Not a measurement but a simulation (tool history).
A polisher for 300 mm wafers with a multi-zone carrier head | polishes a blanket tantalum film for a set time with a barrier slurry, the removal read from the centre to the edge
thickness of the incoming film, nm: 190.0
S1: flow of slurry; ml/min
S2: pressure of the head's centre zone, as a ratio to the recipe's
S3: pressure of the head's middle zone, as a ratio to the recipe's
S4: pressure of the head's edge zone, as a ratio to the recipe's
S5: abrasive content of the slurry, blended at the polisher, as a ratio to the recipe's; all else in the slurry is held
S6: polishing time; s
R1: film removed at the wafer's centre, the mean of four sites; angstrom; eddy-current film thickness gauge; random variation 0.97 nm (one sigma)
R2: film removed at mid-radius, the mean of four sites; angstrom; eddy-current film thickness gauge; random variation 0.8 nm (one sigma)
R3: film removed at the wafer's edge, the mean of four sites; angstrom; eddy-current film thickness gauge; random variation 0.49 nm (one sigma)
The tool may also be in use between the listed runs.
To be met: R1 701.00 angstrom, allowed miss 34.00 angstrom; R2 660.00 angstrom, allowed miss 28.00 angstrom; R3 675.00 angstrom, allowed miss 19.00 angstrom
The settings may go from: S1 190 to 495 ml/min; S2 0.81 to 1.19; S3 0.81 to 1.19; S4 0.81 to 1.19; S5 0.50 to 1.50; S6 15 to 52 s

run    day   S1    S2    S3    S4    S5  S6      R1      R2      R3
  1  0.000  320  1.00  1.00  1.00  1.00  33  784.39  801.65  790.32
  2  0.262  320  1.00  0.94  1.00  1.00  33  770.62  766.71  800.19
  3  0.346  320  1.00  0.93  0.98  0.95  33  782.98  747.90  774.37
  4  0.671  320  1.00  0.93  0.98  1.10  33  800.50  774.25  805.11
  5  0.733  350  1.00  0.93  0.98  1.10  33  824.95  766.68  818.42
  6  1.071  350  1.00  0.93  1.05  1.10  33  807.32  782.95  839.93
  7  1.212  345  1.00  0.93  1.03  1.05  33  794.11  771.61  821.94
  8  1.362  340  1.00  0.93  1.01  1.00  33  774.11  759.20  801.09

Which of these 4 next moves meets every target?
  A  1.512  380  0.98  0.86  0.93  1.50  24   ?   ?   ?
  B  1.512  280  1.07  0.98  1.00  0.85  30   ?   ?   ?
  C  1.512  385  0.99  0.98  1.04  1.10  26   ?   ?   ?
  D  1.512  320  0.96  0.92  1.07  0.75  30   ?   ?   ?

move      R1      R2      R3
   A  620.33  584.50  634.77
   B  691.61  663.55  679.24
   C  630.20  650.82  671.49
   D  604.56  614.43  680.46
A: takes the result that was furthest off past its target
B: meets every target
C: brings the result that was furthest off to its target, and leaves another outside
D: brings the result that was furthest off to its target, and leaves another outside
The right move is B.

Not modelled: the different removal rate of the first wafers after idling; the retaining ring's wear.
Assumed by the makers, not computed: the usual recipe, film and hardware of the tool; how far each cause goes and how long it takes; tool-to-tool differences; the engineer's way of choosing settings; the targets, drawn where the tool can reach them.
